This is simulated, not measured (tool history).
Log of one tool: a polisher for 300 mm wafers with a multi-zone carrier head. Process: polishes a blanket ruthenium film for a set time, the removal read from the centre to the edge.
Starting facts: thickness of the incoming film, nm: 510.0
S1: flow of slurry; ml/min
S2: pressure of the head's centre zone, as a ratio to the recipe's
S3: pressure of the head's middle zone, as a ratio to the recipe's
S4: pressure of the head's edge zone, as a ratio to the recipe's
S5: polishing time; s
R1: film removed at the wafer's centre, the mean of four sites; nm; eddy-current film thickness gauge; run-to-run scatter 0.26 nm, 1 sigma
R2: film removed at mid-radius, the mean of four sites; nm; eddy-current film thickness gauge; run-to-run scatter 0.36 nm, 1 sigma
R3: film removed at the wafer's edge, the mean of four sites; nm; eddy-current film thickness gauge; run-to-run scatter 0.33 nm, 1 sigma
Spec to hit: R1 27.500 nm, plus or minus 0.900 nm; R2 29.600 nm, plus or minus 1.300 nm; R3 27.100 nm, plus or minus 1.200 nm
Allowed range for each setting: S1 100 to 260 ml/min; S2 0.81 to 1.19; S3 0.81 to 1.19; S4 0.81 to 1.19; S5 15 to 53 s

run,hour,S1,S2,S3,S4,S5,R1,R2,R3
1,0.0,165,1.00,1.00,1.00,34,41.056,42.242,42.522
2,1.4,165,1.00,1.00,1.00,26,31.562,32.433,32.440
3,5.9,160,0.99,1.00,0.97,26,31.105,31.743,32.018
4,13.2,160,0.99,1.00,1.01,26,30.765,30.974,31.697
5,18.0,160,0.99,1.00,1.07,26,31.002,32.305,32.602
6,23.4,160,1.05,1.00,1.07,26,32.999,32.101,32.945
7,24.8,130,0.95,1.01,0.97,23,25.142,27.284,27.410
8,31.7,130,0.95,1.01,0.97,23,24.516,27.496,27.048
# hour 36.3: slurry nozzle cleaned
9,36.3,180,1.02,1.05,0.92,23,30.178,31.825,28.989
10,38.3,175,1.02,1.05,0.92,23,30.180,32.090,28.637

Of the 5 settings listed for the next run, only one would bring every result within its allowed miss of target. Which one?
A,40.3,160,1.10,1.19,0.88,20,?,?,?
B,40.3,165,0.84,0.96,0.99,24,?,?,?
C,40.3,235,0.98,1.04,0.95,21,?,?,?
D,40.3,165,1.08,1.06,0.88,20,?,?,?
E,40.3,160,0.93,0.86,1.06,23,?,?,?

move,R1,R2,R3
A,27.867,30.413,24.155
B,25.773,30.577,30.504
C,27.712,30.038,27.205
D,27.497,27.676,24.284
E,27.116,26.596,29.971
A: brings the result that was furthest off to its target, and leaves another outside
B: takes the biggest miss from the last run beyond its target
C: every result lands within tolerance
D: brings the result that was furthest off to its target, and leaves another outside
E: brings the result that was furthest off to its target, and leaves another outside
So the answer is move C, the one that meets all the targets.
